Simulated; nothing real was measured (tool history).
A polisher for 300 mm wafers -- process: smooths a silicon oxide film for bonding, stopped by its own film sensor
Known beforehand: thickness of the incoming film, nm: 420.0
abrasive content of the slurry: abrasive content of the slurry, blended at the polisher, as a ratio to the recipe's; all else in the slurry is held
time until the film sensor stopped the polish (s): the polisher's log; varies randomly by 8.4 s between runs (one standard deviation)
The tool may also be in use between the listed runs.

| run | day | flow of slurry (ml/min) | pressure of the wafer on the pad (psi) | speed of the pad under the wafer (m/s) | abrasive content of the slurry | target thickness at which the film sensor stops the polish (angstrom) | time until the film sensor stopped the polish (s) |
|---|---|---|---|---|---|---|---|
| 1 | 0.000 | 190 | 1.7 | 1.04 | 1.00 | 3120 | 183.40 |
| 2 | 0.075 | 190 | 1.5 | 0.92 | 0.95 | 3110 | 231.93 |
| 3 | 0.196 | 190 | 1.5 | 0.92 | 1.15 | 3110 | 210.00 |
| 4 | 0.396 | 190 | 1.3 | 0.80 | 1.10 | 3100 | 255.89 |
| 5 | 0.662 | 190 | 1.5 | 0.80 | 1.10 | 3100 | 234.14 |
| 6 | 0.904 | 185 | 1.3 | 0.70 | 1.05 | 3090 | 308.29 |
| 7 | 1.254 | 180 | 1.2 | 0.66 | 1.05 | 3090 | 330.30 |

Run 8 has not been measured yet. What should we expect?
| 8 | 1.408 | 180 | 1.1 | 0.62 | 1.05 | 3090 | ? |

{"run 8": {"time until the film sensor stopped the polish (s)": 360.65}}

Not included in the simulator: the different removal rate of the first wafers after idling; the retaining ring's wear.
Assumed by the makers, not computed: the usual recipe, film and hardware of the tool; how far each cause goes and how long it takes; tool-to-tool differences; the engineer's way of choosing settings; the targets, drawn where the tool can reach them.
